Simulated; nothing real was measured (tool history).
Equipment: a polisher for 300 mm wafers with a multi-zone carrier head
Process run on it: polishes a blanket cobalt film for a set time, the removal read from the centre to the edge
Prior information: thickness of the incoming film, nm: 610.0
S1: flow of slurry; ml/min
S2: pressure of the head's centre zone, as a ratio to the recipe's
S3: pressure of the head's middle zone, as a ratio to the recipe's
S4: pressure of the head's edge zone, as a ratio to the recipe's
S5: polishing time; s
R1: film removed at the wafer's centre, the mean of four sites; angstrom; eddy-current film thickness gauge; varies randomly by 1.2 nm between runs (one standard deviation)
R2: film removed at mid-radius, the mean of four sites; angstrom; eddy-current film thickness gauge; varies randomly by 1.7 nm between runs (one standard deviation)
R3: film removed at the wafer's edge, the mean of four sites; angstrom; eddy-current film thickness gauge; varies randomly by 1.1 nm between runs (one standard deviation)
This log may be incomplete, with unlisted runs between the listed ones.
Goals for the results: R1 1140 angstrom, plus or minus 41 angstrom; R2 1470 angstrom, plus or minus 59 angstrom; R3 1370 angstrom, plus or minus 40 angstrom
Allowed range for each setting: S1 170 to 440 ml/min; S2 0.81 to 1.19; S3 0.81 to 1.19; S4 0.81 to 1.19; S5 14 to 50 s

{"run": 1, "day": 0.0, "S1": 280, "S2": 1, "S3": 1, "S4": 1, "S5": 32, "R1": 2173.1, "R2": 2132.1, "R3": 2125.2}
{"run": 2, "day": 0.092, "S1": 280, "S2": 1, "S3": 1, "S4": 1, "S5": 35, "R1": 2280.7, "R2": 2369.6, "R3": 2328.7}
{"run": 3, "day": 0.45, "S1": 280, "S2": 1, "S3": 1, "S4": 1.03, "S5": 35, "R1": 2359.3, "R2": 2362, "R3": 2352.2}
{"run": 4, "day": 0.642, "S1": 280, "S2": 1, "S3": 1, "S4": 0.96, "S5": 35, "R1": 2344.3, "R2": 2369.4, "R3": 2294.6}
{"run": 5, "day": 1.0, "S1": 255, "S2": 0.94, "S3": 1.04, "S4": 0.99, "S5": 30, "R1": 1847.2, "R2": 2041.3, "R3": 1948.9}
{"run": 6, "day": 1.167, "S1": 295, "S2": 0.94, "S3": 1.04, "S4": 0.99, "S5": 30, "R1": 1896.7, "R2": 2092.7, "R3": 1983.8}
{"run": 7, "day": 1.238, "S1": 265, "S2": 0.9, "S3": 1.05, "S4": 0.99, "S5": 27, "R1": 1617.6, "R2": 1836.6, "R3": 1756.2}
{"run": 8, "day": 1.3, "S1": 215, "S2": 0.81, "S3": 1.14, "S4": 1.02, "S5": 19, "R1": 993.12, "R2": 1367.2, "R3": 1237.7}
{"run": 9, "day": 1.467, "S1": 245, "S2": 0.82, "S3": 1.13, "S4": 1.03, "S5": 19, "R1": 1032.2, "R2": 1404.9, "R3": 1271.4}
{"run": 10, "day": 1.688, "S1": 265, "S2": 0.83, "S3": 1.12, "S4": 1.04, "S5": 19, "R1": 1046.9, "R2": 1405.4, "R3": 1265.3}

Next run, 4 choices. One meets every target within its allowed miss, the rest don't. Which?
{"run": "A", "day": 1.908, "S1": 300, "S2": 0.81, "S3": 1.04, "S4": 1.03, "S5": 19, "R1": "?", "R2": "?", "R3": "?"}
{"run": "B", "day": 1.908, "S1": 170, "S2": 0.85, "S3": 1.1, "S4": 1.03, "S5": 21, "R1": "?", "R2": "?", "R3": "?"}
{"run": "C", "day": 1.908, "S1": 210, "S2": 0.81, "S3": 0.99, "S4": 1.14, "S5": 20, "R1": "?", "R2": "?", "R3": "?"}
{"run": "D", "day": 1.908, "S1": 275, "S2": 0.86, "S3": 1.11, "S4": 1.06, "S5": 19, "R1": "?", "R2": "?", "R3": "?"}

move=A R1=1024.3 R2=1340.8 R3=1270.4
move=B R1=1116.4 R2=1468.7 R3=1344.6
move=C R1=1038.6 R2=1309.2 R3=1373.1
move=D R1=1079.7 R2=1406.5 R3=1280
A: lands further from the targets than the last run did
B: all results in spec
C: the furthest-off result lands on target, but another misses its tolerance
D: gains on the last run, yet a result remains outside its allowed miss
Answer: B
